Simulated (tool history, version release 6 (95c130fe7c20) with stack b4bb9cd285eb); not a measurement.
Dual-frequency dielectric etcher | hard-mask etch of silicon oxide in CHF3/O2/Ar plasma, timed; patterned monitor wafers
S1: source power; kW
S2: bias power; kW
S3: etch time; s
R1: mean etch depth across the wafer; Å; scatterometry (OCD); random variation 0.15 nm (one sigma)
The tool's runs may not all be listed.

run 1 day=0 | S1=0.59 S2=0.119 S3=13.5 | R1=247.78
run 2 day=0.188 | S1=0.55 S2=0.117 S3=13.5 | R1=237.53
run 3 day=0.221 | S1=0.55 S2=0.117 S3=12 | R1=212.14
run 4 day=0.408 | S1=0.48 S2=0.117 S3=12 | R1=192.99
run 5 day=0.638 | S1=0.48 S2=0.126 S3=12 | R1=198.58
-- day=0.767 source power generator calibrated
run 6 day=0.767 | S1=0.48 S2=0.141 S3=12 | R1=203.81
run 7 day=0.946 | S1=0.49 S2=0.142 S3=12 | R1=206.91

Run 8 comes next. What will it give?
run 8 day=1.021 | S1=0.5 S2=0.142 S3=12 | R1=?

R1: 205.79 Å

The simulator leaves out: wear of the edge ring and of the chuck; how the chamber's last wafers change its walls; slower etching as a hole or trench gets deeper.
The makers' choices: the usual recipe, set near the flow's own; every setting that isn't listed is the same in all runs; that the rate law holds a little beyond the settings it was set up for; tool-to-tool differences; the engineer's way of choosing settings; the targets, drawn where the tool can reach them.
